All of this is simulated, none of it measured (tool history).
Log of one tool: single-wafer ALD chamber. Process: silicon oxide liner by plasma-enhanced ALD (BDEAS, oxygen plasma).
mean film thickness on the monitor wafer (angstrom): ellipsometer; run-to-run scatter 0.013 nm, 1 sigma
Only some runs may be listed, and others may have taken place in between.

run	day	heater temperature setpoint (°C)	number of ALD cycles (cycles)	mean film thickness on the monitor wafer (angstrom)
1	0.000	315	45	39.079
2	0.021	316	44	38.178
3	0.096	325	44	37.723
4	0.429	325	50	42.970
5	0.796	325	56	48.010
6	1.117	336	56	47.092

Run 7 has not been measured yet. What should we expect?
7	1.338	337	52	?

mean film thickness on the monitor wafer (angstrom): 43.900

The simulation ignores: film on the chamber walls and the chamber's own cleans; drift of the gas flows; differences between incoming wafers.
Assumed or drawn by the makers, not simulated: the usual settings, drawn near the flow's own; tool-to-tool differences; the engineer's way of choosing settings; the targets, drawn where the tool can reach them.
